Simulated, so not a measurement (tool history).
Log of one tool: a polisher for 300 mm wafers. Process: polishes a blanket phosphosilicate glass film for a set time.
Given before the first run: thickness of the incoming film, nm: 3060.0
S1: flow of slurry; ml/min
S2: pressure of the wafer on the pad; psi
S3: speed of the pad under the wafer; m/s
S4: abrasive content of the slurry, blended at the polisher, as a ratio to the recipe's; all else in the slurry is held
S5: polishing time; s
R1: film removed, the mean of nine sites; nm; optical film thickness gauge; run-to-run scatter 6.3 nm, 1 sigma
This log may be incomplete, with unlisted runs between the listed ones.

Run 1, hour 0.0: S1 265 ml/min, S2 3.1 psi, S3 1.00 m/s, S4 1.00, S5 93 s. Result: R1 910.03 nm.
Run 2, hour 5.1: S1 265 ml/min, S2 3.0 psi, S3 1.00 m/s, S4 1.00, S5 93 s. Result: R1 900.06 nm.
Run 3, hour 12.9: S1 265 ml/min, S2 3.7 psi, S3 1.00 m/s, S4 1.00, S5 93 s. Result: R1 1117.70 nm.
Run 4, hour 19.4: S1 265 ml/min, S2 3.7 psi, S3 1.16 m/s, S4 1.00, S5 93 s. Result: R1 1222.50 nm.
Run 5, hour 25.0: S1 265 ml/min, S2 3.7 psi, S3 1.16 m/s, S4 1.15, S5 93 s. Result: R1 1288.80 nm.
Run 6, hour 28.4: S1 265 ml/min, S2 3.7 psi, S3 1.16 m/s, S4 1.15, S5 97 s. Result: R1 1351.50 nm.
Run 7, hour 31.3: S1 260 ml/min, S2 2.8 psi, S3 1.12 m/s, S4 1.15, S5 97 s. Result: R1 999.73 nm.
Run 8, hour 37.9: S1 260 ml/min, S2 2.7 psi, S3 1.12 m/s, S4 1.15, S5 97 s. Result: R1 980.94 nm.

For run 9, what comes out?
Run 9, hour 41.3: S1 260 ml/min, S2 2.6 psi, S3 1.12 m/s, S4 1.15, S5 97 s. Result: R1 ?.

R1: 932.03 nm
